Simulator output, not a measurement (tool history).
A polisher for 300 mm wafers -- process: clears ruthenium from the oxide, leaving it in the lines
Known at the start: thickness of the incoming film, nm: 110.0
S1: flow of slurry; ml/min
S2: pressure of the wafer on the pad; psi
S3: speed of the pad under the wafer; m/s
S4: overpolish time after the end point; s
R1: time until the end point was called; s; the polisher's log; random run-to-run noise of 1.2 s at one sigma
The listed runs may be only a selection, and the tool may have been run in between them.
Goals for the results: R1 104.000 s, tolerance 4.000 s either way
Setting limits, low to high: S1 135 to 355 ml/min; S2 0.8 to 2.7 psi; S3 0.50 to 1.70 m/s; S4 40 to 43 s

run	hour	S1	S2	S3	S4	R1
1	0.0	225	1.7	1.10	40	84.168
2	6.6	225	1.7	1.10	43	85.384
3	11.7	260	1.7	1.10	43	84.474
4	14.7	260	2.0	1.10	43	70.963
5	23.1	260	2.3	1.10	43	61.757
# hour 24.5: slurry nozzle cleaned
6	24.5	260	2.6	1.10	43	53.975
7	29.5	260	2.3	1.08	43	63.159
8	34.9	260	2.1	1.06	43	68.822
9	36.0	250	1.9	1.04	43	78.374

Which of these 5 next moves meets every target?
A	37.1	230	1.1	1.08	43	?
B	37.1	270	1.6	1.02	40	?
C	37.1	275	2.0	0.70	42	?
D	37.1	325	1.7	0.96	40	?
E	37.1	340	1.7	0.70	40	?

move	R1
A	127.310
B	91.987
C	102.820
D	90.100
E	118.280
A: the result that was furthest off in the last run now lies on the other side of its target
B: nearer the targets than the last run, but a result is still out of spec
C: all results land within tolerance of their targets
D: nearer the targets than the last run, but a result is still out of spec
E: the result that was furthest off in the last run now lies on the other side of its target
C is the move that brings every result within its allowed miss.
